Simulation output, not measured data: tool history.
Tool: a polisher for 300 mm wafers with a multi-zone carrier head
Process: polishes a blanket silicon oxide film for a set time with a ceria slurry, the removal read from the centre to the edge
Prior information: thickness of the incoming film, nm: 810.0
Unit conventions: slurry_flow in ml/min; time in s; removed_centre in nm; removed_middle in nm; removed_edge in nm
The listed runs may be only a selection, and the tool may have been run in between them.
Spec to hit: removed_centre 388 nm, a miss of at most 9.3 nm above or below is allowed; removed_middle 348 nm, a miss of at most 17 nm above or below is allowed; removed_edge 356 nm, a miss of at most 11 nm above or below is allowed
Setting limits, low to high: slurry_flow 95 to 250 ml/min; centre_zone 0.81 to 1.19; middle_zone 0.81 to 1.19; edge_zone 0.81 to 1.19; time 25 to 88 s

| run | day | slurry_flow | centre_zone | middle_zone | edge_zone | time | removed_centre | removed_middle | removed_edge |
|---|---|---|---|---|---|---|---|---|---|
| 1 | 0 | 160 | 1 | 1 | 1 | 56 | 254.38 | 255.95 | 263.96 |
| 2 | 0.054 | 160 | 1 | 1.08 | 1 | 56 | 255.99 | 271.66 | 264.53 |
| 3 | 0.15 | 160 | 1.04 | 1.08 | 1 | 56 | 267.68 | 273.88 | 270.42 |
| 4 | 0.254 | 195 | 1.04 | 1.08 | 1 | 56 | 275.01 | 280.3 | 268.06 |
| 5 | 0.525 | 195 | 1.04 | 1.08 | 1.04 | 56 | 272.7 | 281.48 | 275.48 |
| 6 | 0.658 | 200 | 1.07 | 1.08 | 1.05 | 58 | 292.54 | 290.82 | 290.18 |
| 7 | 0.942 | 205 | 1.09 | 1.09 | 1.06 | 60 | 309.33 | 313.23 | 294.86 |
| 8 | 1.317 | 205 | 1.11 | 1.07 | 1.08 | 62 | 322.77 | 317.96 | 312.66 |
| 9 | 1.508 | 210 | 1.13 | 1.06 | 1.09 | 63 | 340.21 | 310.21 | 315.44 |
| 10 | 1.658 | 210 | 1.14 | 1.06 | 1.11 | 64 | 345.29 | 319.54 | 322.65 |
| 11 | 1.817 | 215 | 1.15 | 1.06 | 1.12 | 65 | 356.88 | 330.2 | 331.32 |
| 12 | 2.017 | 220 | 1.16 | 1.06 | 1.13 | 66 | 366.84 | 333.57 | 335.27 |

Below are 4 possible settings for the next run. Only one of them brings all results inside the allowed miss of their targets. Which is it?
| A | 2.217 | 235 | 1.11 | 1.18 | 1.12 | 63 | ? | ? | ? |
| B | 2.217 | 240 | 1.09 | 1.17 | 1.15 | 66 | ? | ? | ? |
| C | 2.217 | 250 | 1.14 | 1.19 | 0.97 | 63 | ? | ? | ? |
| D | 2.217 | 190 | 1.17 | 1.06 | 1.12 | 71 | ? | ? | ? |

| move | removed_centre | removed_middle | removed_edge |
|---|---|---|---|
| A | 330.92 | 339.65 | 325.35 |
| B | 341.23 | 354.05 | 345.66 |
| C | 342.46 | 344.42 | 306.8 |
| D | 382.25 | 340.54 | 360.63 |
A: moves away from the targets compared with the last run
B: moves away from the targets compared with the last run
C: moves away from the targets compared with the last run
D: all results in spec
The move that meets every target is D.
